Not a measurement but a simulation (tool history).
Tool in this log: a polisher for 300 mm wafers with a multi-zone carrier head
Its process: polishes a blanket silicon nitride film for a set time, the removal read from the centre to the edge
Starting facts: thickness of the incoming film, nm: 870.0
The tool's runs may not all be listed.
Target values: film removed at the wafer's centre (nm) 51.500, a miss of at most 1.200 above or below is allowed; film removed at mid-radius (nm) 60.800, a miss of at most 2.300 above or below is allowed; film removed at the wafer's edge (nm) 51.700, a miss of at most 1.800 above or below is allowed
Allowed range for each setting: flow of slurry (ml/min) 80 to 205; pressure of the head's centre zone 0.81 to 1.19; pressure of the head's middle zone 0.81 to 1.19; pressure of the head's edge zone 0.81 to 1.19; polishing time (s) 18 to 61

run	hour	flow of slurry (ml/min)	pressure of the head's centre zone	pressure of the head's middle zone	pressure of the head's edge zone	polishing time (s)	film removed at the wafer's centre (nm)	film removed at mid-radius (nm)	film removed at the wafer's edge (nm)
1	0.0	135	1.00	1.00	1.00	39	45.733	45.348	44.328
2	1.2	145	1.00	1.03	1.02	39	46.198	46.739	45.026
3	2.4	150	0.99	1.06	1.03	40	47.230	51.360	46.661
4	6.3	150	0.99	1.06	1.08	40	47.116	50.248	47.729
5	14.4	160	0.99	1.08	1.09	40	47.579	51.097	48.801
6	17.2	165	0.99	1.10	1.09	40	48.022	53.096	48.705
7	23.5	170	0.99	1.11	1.09	40	47.990	53.902	48.548
8	30.0	175	0.99	1.12	1.10	40	48.702	54.321	50.434
9	32.4	180	0.99	1.13	1.09	40	49.618	55.223	48.835
10	38.0	185	0.99	1.14	1.10	40	48.699	55.510	50.107
11	42.4	185	0.99	1.15	1.10	40	49.354	56.073	49.418
12	44.2	185	0.99	1.16	1.10	40	49.117	56.187	49.421
13	48.5	185	0.99	1.17	1.10	40	49.459	56.606	50.008
14	49.5	190	0.99	1.17	1.10	40	49.716	56.347	49.258

Below are 4 possible settings for the next run. Only one of them brings all results inside the allowed miss of their targets. Which is it?
A	50.5	195	0.97	1.17	1.05	42	?	?	?
B	50.5	185	0.90	1.16	1.16	43	?	?	?
C	50.5	180	1.01	1.09	1.06	38	?	?	?
D	50.5	200	0.91	1.19	1.15	42	?	?	?

move	film removed at the wafer's centre (nm)	film removed at mid-radius (nm)	film removed at the wafer's edge (nm)
A	51.630	59.417	51.405
B	48.560	59.896	55.022
C	47.938	49.928	46.337
D	48.625	60.536	53.964
A: every result within its allowed miss
B: the furthest-off result lands on target, but another misses its tolerance
C: moves away from the targets compared with the last run
D: the furthest-off result lands on target, but another misses its tolerance
Correct choice: A, which meets every target
